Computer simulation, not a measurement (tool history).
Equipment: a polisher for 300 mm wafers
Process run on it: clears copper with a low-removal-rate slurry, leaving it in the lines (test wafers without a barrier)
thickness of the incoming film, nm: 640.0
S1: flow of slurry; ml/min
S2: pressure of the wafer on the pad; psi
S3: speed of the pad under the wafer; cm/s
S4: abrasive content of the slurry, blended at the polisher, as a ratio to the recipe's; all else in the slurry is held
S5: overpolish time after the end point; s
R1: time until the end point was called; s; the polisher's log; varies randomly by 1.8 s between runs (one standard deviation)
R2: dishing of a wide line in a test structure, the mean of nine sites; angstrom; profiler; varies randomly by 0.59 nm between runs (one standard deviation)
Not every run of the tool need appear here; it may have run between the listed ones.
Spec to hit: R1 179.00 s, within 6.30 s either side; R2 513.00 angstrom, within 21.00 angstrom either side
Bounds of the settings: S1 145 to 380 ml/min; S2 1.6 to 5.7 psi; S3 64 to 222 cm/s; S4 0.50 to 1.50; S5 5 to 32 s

{"run": 1, "hour": 0.0, "S1": 245, "S2": 3.6, "S3": 142, "S4": 1.0, "S5": 16, "R1": 122.28, "R2": 516.06}
{"run": 2, "hour": 2.9, "S1": 245, "S2": 3.6, "S3": 142, "S4": 1.1, "S5": 16, "R1": 119.15, "R2": 517.21}
{"run": 3, "hour": 5.1, "S1": 295, "S2": 3.6, "S3": 142, "S4": 1.1, "S5": 16, "R1": 117.3, "R2": 526.19}
{"run": 4, "hour": 9.6, "S1": 295, "S2": 3.6, "S3": 142, "S4": 1.1, "S5": 13, "R1": 118.84, "R2": 445.15}
{"run": 5, "hour": 16.7, "S1": 295, "S2": 3.6, "S3": 142, "S4": 1.0, "S5": 13, "R1": 121.24, "R2": 441.53}
{"run": 6, "hour": 22.2, "S1": 290, "S2": 3.4, "S3": 142, "S4": 0.95, "S5": 14, "R1": 126.33, "R2": 447.65}
{"run": 7, "hour": 28.3, "S1": 285, "S2": 3.2, "S3": 142, "S4": 0.95, "S5": 15, "R1": 130.78, "R2": 457.25}
{"run": 8, "hour": 36.8, "S1": 280, "S2": 3.0, "S3": 142, "S4": 0.95, "S5": 16, "R1": 135.76, "R2": 470.55}

Consider the 5 candidate settings below. Which is the only one whose results all fall within their allowed miss of target?
{"run": "A", "hour": 45.3, "S1": 285, "S2": 2.4, "S3": 120, "S4": 1.1, "S5": 26, "R1": "?", "R2": "?"}
{"run": "B", "hour": 45.3, "S1": 230, "S2": 2.9, "S3": 124, "S4": 0.95, "S5": 19, "R1": "?", "R2": "?"}
{"run": "C", "hour": 45.3, "S1": 240, "S2": 2.0, "S3": 150, "S4": 1.05, "S5": 22, "R1": "?", "R2": "?"}
{"run": "D", "hour": 45.3, "S1": 230, "S2": 2.3, "S3": 128, "S4": 1.0, "S5": 26, "R1": "?", "R2": "?"}
{"run": "E", "hour": 45.3, "S1": 250, "S2": 2.6, "S3": 130, "S4": 0.65, "S5": 24, "R1": "?", "R2": "?"}

move=A R1=177.15 R2=559.40
move=B R1=163.05 R2=469.34
move=C R1=162.10 R2=522.39
move=D R1=178.52 R2=555.02
move=E R1=179.38 R2=522.28
A: gets the furthest-off result to its target, but another result is out of tolerance
B: gains on the last run, yet a result remains outside its allowed miss
C: gains on the last run, yet a result remains outside its allowed miss
D: gets the furthest-off result to its target, but another result is out of tolerance
E: in spec on every target
The move that meets every target is E.

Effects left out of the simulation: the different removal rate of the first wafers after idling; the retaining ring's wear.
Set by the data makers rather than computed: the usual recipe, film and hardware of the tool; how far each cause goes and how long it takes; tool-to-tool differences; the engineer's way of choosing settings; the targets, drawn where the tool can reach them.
